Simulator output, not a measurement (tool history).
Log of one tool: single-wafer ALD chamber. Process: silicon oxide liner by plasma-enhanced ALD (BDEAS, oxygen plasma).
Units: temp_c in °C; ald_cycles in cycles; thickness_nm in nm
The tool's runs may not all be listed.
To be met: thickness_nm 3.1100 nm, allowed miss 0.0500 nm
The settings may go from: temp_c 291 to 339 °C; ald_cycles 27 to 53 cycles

{"run": 1, "hour": 0.0, "temp_c": 315, "ald_cycles": 40, "thickness_nm": 3.7278}
{"run": 2, "hour": 5.8, "temp_c": 315, "ald_cycles": 39, "thickness_nm": 3.631}
{"run": 3, "hour": 8.8, "temp_c": 315, "ald_cycles": 41, "thickness_nm": 3.8192}
{"run": 4, "hour": 9.4, "temp_c": 306, "ald_cycles": 41, "thickness_nm": 3.8876}
{"run": 5, "hour": 16.8, "temp_c": 296, "ald_cycles": 41, "thickness_nm": 3.9768}
{"run": 6, "hour": 19.8, "temp_c": 302, "ald_cycles": 41, "thickness_nm": 3.8817}
{"run": 7, "hour": 27.7, "temp_c": 303, "ald_cycles": 40, "thickness_nm": 3.7711}
{"run": 8, "hour": 30.1, "temp_c": 312, "ald_cycles": 34, "thickness_nm": 3.1695}
{"run": 9, "hour": 32.8, "temp_c": 313, "ald_cycles": 34, "thickness_nm": 3.1782}

Which of these 4 next moves meets every target?
{"run": "A", "hour": 35.5, "temp_c": 305, "ald_cycles": 34, "thickness_nm": "?"}
{"run": "B", "hour": 35.5, "temp_c": 315, "ald_cycles": 35, "thickness_nm": "?"}
{"run": "C", "hour": 35.5, "temp_c": 326, "ald_cycles": 34, "thickness_nm": "?"}
{"run": "D", "hour": 35.5, "temp_c": 314, "ald_cycles": 35, "thickness_nm": "?"}

move=A thickness_nm=3.1943
move=B thickness_nm=3.2356
move=C thickness_nm=3.0869
move=D thickness_nm=3.2409
A: further off than the last run
B: further off than the last run
C: meets every target
D: further off than the last run
The right move is C.
